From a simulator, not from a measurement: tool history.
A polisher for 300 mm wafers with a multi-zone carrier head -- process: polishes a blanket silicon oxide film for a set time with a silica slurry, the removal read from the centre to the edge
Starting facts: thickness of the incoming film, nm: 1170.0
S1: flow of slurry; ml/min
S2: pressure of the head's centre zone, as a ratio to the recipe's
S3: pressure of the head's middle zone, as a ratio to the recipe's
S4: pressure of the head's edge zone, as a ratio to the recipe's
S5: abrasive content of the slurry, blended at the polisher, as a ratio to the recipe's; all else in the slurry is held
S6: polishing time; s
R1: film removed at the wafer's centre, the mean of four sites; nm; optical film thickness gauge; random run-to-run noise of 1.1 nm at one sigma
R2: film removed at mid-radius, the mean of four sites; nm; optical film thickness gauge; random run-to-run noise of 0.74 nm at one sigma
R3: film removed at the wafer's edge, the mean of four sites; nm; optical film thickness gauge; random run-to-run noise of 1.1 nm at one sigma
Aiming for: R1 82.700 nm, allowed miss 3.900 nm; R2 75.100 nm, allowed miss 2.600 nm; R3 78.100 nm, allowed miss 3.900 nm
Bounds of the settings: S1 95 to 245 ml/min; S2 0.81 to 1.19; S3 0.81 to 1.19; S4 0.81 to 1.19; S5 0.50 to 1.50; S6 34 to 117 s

run	hour	S1	S2	S3	S4	S5	S6	R1	R2	R3
1	0.0	155	1.00	1.00	1.00	1.00	75	172.810	172.900	168.920
2	3.0	150	1.00	0.97	0.97	0.90	67	148.650	142.200	144.130
3	3.7	150	1.00	0.92	0.97	0.90	67	148.160	135.990	141.590
4	10.0	150	1.00	0.89	0.97	0.90	67	141.590	131.960	139.820
5	13.9	150	0.99	0.89	0.94	0.80	60	121.970	111.620	119.450
6	18.1	150	0.99	0.96	0.94	0.80	60	126.540	118.120	118.140
7	27.1	145	0.97	0.94	0.92	0.75	57	108.250	105.880	108.370
8	32.8	155	1.06	0.88	0.82	0.50	42	72.906	60.781	61.092
9	36.9	190	1.03	0.96	0.92	0.55	41	72.738	69.700	66.713
10	41.9	185	1.04	0.95	0.95	0.60	41	77.932	71.180	71.010
11	47.4	185	1.04	0.95	0.97	0.60	41	78.831	72.007	71.676
12	49.9	185	1.04	0.95	0.99	0.60	41	77.182	73.126	73.941

Exactly one of the 5 candidate moves below puts every result within its allowed miss. Which one?
A	52.4	155	1.07	0.96	1.04	0.50	48	?	?	?
B	52.4	160	1.02	0.83	1.05	0.65	47	?	?	?
C	52.4	170	1.13	1.01	1.00	0.60	44	?	?	?
D	52.4	150	0.99	0.86	0.87	0.60	52	?	?	?
E	52.4	195	1.00	1.05	0.99	0.55	41	?	?	?

move	R1	R2	R3
A	82.516	73.582	78.452
B	89.486	74.253	89.711
C	90.262	79.285	79.042
D	90.731	80.033	86.173
E	72.782	74.545	71.036
A: all results in spec
B: carries the result that was furthest off beyond its target, to the other side
C: carries the result that was furthest off beyond its target, to the other side
D: carries the result that was furthest off beyond its target, to the other side
E: the biggest miss grows against the last run
The right move is A.
